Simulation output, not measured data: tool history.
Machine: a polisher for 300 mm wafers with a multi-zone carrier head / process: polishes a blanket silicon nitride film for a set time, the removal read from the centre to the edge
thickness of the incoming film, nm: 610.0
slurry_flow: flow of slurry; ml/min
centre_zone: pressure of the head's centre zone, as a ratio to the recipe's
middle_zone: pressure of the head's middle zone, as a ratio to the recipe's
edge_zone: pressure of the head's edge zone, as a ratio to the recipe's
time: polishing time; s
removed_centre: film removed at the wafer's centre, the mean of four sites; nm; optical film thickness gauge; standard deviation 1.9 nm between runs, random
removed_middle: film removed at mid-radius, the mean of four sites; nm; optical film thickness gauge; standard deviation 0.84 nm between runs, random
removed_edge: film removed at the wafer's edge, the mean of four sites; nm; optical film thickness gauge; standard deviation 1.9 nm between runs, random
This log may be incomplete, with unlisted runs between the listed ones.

run	hour	slurry_flow	centre_zone	middle_zone	edge_zone	time	removed_centre	removed_middle	removed_edge
1	0	140	1	1	1	60	96.622	96.336	93.38
2	4.2	145	1.01	0.99	1.04	63	100.3	100.78	100.37
3	7.7	145	1.01	0.92	1.04	63	103.18	95.944	102.52
4	16.4	145	1.01	0.89	1.04	63	103.67	92.442	101.59
5	24.4	155	1.02	0.91	1.07	65	110.12	98.235	107.8
6	31.1	155	1.02	0.91	1	65	109.36	97.539	102.16
7	33.3	160	1.03	0.93	1.04	67	115.72	103.9	108.69
8	37.2	165	1.03	0.94	1.07	69	118.83	109.47	114.8

Run 9, settings as shown, results not yet in. Your forecast:
9	42	205	1.06	0.96	1.17	73	?	?	?

removed_centre: 133.61 nm
removed_middle: 120.49 nm
removed_edge: 127.41 nm

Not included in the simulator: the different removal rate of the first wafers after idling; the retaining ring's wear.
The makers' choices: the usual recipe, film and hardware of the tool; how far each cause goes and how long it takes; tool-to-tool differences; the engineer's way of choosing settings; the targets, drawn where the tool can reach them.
